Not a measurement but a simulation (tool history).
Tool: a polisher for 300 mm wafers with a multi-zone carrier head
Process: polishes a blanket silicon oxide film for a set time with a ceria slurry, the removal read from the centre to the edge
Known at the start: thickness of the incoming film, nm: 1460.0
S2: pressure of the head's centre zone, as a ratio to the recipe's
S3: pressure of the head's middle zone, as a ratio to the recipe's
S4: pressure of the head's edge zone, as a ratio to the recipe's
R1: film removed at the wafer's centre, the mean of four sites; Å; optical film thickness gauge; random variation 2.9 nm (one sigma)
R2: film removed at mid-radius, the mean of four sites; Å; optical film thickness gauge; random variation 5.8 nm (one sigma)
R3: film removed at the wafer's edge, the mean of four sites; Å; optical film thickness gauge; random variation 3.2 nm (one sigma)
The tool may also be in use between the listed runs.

{"run": 1, "hour": 0.0, "flow of slurry (ml/min)": 205, "S2": 1.0, "S3": 1.0, "S4": 1.0, "polishing time (s)": 72, "R1": 4669.3, "R2": 4576.9, "R3": 4628.2}
{"run": 2, "hour": 6.1, "flow of slurry (ml/min)": 205, "S2": 1.0, "S3": 0.97, "S4": 1.0, "polishing time (s)": 72, "R1": 4699.0, "R2": 4553.1, "R3": 4650.8}
{"run": 3, "hour": 14.1, "flow of slurry (ml/min)": 195, "S2": 0.95, "S3": 1.02, "S4": 0.95, "polishing time (s)": 72, "R1": 4490.5, "R2": 4823.2, "R3": 4515.3}
{"run": 4, "hour": 22.9, "flow of slurry (ml/min)": 185, "S2": 0.91, "S3": 1.02, "S4": 0.93, "polishing time (s)": 71, "R1": 4190.7, "R2": 4575.6, "R3": 4387.0}
{"run": 5, "hour": 30.7, "flow of slurry (ml/min)": 175, "S2": 0.89, "S3": 1.05, "S4": 0.91, "polishing time (s)": 70, "R1": 3963.9, "R2": 4594.0, "R3": 4379.6}
{"run": 6, "hour": 37.4, "flow of slurry (ml/min)": 135, "S2": 0.89, "S3": 1.05, "S4": 0.91, "polishing time (s)": 70, "R1": 3901.5, "R2": 4343.9, "R3": 4158.1}
{"run": 7, "hour": 42.0, "flow of slurry (ml/min)": 140, "S2": 0.88, "S3": 1.08, "S4": 0.88, "polishing time (s)": 70, "R1": 3840.6, "R2": 4566.7, "R3": 4157.1}

The next listed run, before its measurement:
{"run": 8, "hour": 47.3, "flow of slurry (ml/min)": 140, "S2": 0.88, "S3": 1.09, "S4": 0.87, "polishing time (s)": 70, "R1": "?", "R2": "?", "R3": "?"}

R1: 3857.8 Å
R2: 4613.6 Å
R3: 4161.5 Å
